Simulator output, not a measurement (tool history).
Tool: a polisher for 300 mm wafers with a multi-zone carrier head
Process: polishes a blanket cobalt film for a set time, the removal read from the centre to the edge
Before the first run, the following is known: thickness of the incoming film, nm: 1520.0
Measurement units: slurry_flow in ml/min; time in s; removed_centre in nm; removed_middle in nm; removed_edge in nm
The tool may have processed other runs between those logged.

run	day	slurry_flow	centre_zone	middle_zone	edge_zone	time	removed_centre	removed_middle	removed_edge
1	0.000	140	1.00	1.00	1.00	72	245.18	259.33	256.93
2	0.317	140	0.95	1.00	1.00	72	232.86	258.24	255.58
3	0.629	135	0.94	1.00	0.96	66	214.98	231.86	229.93
4	0.967	135	0.94	1.00	0.96	58	181.28	200.36	201.68
5	1.246	130	0.93	1.02	0.93	57	180.81	205.15	192.28
6	1.617	130	0.93	1.02	1.01	57	176.73	205.57	204.22
7	1.733	125	0.92	1.02	0.98	56	170.10	199.14	199.97
8	1.938	125	0.92	1.02	0.95	55	171.02	196.26	188.00
9	2.133	125	0.92	1.02	0.95	55	167.98	192.38	188.09
10	2.242	120	0.92	1.03	0.94	55	170.42	194.41	183.22

Run 11 has not been measured yet. What should we expect?
11	2.542	115	0.92	1.03	0.94	55	?	?	?

removed_centre: 167.81 nm
removed_middle: 193.44 nm
removed_edge: 185.75 nm
